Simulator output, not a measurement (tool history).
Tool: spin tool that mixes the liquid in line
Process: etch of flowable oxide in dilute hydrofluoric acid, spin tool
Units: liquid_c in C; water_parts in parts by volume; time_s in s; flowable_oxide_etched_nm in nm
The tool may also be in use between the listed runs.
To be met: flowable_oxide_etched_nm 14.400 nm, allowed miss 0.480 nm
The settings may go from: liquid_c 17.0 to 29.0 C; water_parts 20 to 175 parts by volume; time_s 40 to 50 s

| run | hour | liquid_c | water_parts | time_s | flowable_oxide_etched_nm |
|---|---|---|---|---|---|
| 1 | 0.0 | 21.0 | 95 | 50 | 19.566 |
| 2 | 4.8 | 23.5 | 95 | 50 | 21.703 |
| 3 | 9.1 | 26.5 | 95 | 50 | 24.056 |
| 4 | 11.2 | 24.5 | 100 | 50 | 21.221 |
| 5 | 13.9 | 28.0 | 100 | 50 | 24.536 |
| 6 | 20.6 | 24.5 | 100 | 50 | 21.206 |
| 7 | 24.0 | 23.0 | 100 | 50 | 19.994 |
| 8 | 30.0 | 22.0 | 100 | 50 | 19.717 |
| 9 | 36.8 | 21.0 | 105 | 50 | 17.440 |
| 10 | 43.3 | 20.0 | 105 | 50 | 16.745 |
| 11 | 44.3 | 19.5 | 105 | 50 | 16.085 |
| 12 | 46.6 | 19.0 | 105 | 50 | 16.262 |
| 13 | 50.3 | 18.5 | 105 | 50 | 15.686 |
| 14 | 52.7 | 18.0 | 105 | 50 | 15.512 |

4 next moves are on the table. One of them brings every result within its allowed miss. Which?
| A | 55.1 | 18.0 | 95 | 45 | ? |
| B | 55.1 | 17.0 | 95 | 40 | ? |
| C | 55.1 | 17.0 | 80 | 40 | ? |
| D | 55.1 | 17.5 | 110 | 50 | ? |

| move | flowable_oxide_etched_nm |
|---|---|
| A | 15.916 |
| B | 13.564 |
| C | 16.365 |
| D | 14.722 |
A: further off than the last run
B: takes the result that was furthest off past its target
C: further off than the last run
D: meets every target
Answer: D
